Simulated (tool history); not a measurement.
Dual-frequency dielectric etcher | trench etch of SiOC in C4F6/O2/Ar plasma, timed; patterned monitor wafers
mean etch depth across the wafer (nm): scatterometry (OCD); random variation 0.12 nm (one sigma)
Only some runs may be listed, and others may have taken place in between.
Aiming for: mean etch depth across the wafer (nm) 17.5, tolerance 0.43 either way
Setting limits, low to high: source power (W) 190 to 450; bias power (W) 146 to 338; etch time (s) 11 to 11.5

run	day	source power (W)	bias power (W)	etch time (s)	mean etch depth across the wafer (nm)
1	0	320	242	11.5	21.538
2	0.267	310	236	11.5	21.072
3	0.533	310	258	11.5	21.354
4	0.688	310	258	11	20.697
5	0.783	300	254	11	20.24
6	0.829	300	211	11	19.115
7	1.029	290	210	11	19.065
8	1.271	230	186	11	16.722
9	1.546	230	187	11	16.695
10	1.592	230	188	11	16.805
11	1.942	230	189	11	16.792

Which of these 4 next moves meets every target?
A	2.292	220	180	11	?
B	2.292	190	196	11	?
C	2.292	260	146	11	?
D	2.292	240	173	11.5	?

move	mean etch depth across the wafer (nm)
A	16.471
B	15.837
C	16.789
D	17.677
A: further off than the last run
B: further off than the last run
C: just as far off the targets as the last run
D: all results in spec
D is the move that brings every result within its allowed miss.
